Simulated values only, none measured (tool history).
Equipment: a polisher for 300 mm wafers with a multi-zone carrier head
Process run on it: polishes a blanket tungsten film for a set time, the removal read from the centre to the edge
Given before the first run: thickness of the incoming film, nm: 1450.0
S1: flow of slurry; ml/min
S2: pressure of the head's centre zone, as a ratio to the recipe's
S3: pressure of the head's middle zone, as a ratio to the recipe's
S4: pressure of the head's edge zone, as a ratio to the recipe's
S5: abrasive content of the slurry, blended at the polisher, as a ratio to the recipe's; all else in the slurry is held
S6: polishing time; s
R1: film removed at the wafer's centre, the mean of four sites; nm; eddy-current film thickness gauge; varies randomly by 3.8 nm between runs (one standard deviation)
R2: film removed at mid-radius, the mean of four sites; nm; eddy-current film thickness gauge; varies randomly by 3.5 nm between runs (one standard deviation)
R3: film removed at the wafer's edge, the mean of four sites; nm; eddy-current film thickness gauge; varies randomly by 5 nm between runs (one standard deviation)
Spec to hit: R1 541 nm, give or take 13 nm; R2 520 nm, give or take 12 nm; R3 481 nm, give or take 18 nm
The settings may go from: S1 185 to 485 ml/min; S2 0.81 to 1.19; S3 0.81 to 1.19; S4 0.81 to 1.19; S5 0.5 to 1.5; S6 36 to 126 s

run    day   S1    S2    S3    S4    S5  S6      R1      R2      R3
  1      0  310     1     1     1     1  81  415.87  413.92  423.45
  2  0.362  310  1.06     1     1     1  81  445.77  400.77  407.54
  3  0.588  310  1.06  1.08     1     1  81  443.33  434.42  416.79
  4  0.925  320  1.07   1.1  1.01  1.05  81  452.31  449.05  417.38
  5  1.212  320  1.07   1.1  1.07  1.05  81  453.63   454.4  429.61
  6  1.546  320  1.07   1.1  1.02  1.05  81  452.77  448.26  423.53
  7  1.608  325  1.08  1.11  1.04   1.1  81  462.26  452.88  426.93
  8  1.862  325  1.08  1.11  1.04   1.1  81  466.52  460.87  427.37
  9  2.121  325  1.09  1.11  1.06  1.15  81  472.47  461.58  439.62
 10  2.296  330   1.1  1.12  1.07   1.2  81  482.64   471.8  447.21
 11   2.35  335  1.11  1.13  1.08   1.2  81  486.72  473.98  451.08

Consider the 5 candidate settings below. Which is the only one whose results all fall within their allowed miss of target?
  A  2.404  330  1.19  1.19  0.85  1.05  85   ?   ?   ?
  B  2.404  360  1.09   1.1  0.97  1.25  90   ?   ?   ?
  C  2.404  305  1.04  0.91  1.19  1.35  83   ?   ?   ?
  D  2.404  245  1.19  0.98  1.06  1.05  92   ?   ?   ?
  E  2.404  235  1.03  1.09  1.07   1.3  81   ?   ?   ?

move      R1      R2      R3
   A  537.33  503.01  411.16
   B  544.45  520.41  479.99
   C  477.67  409.07  488.34
   D  558.92   445.4  476.78
   E  442.29  446.43   438.1
A: brings the last run's worst result on target, with another outside its allowed miss
B: all results land within tolerance of their targets
C: misses by more than the last run did
D: takes the result that was furthest off past its target
E: misses by more than the last run did
B is the move that brings every result within its allowed miss.
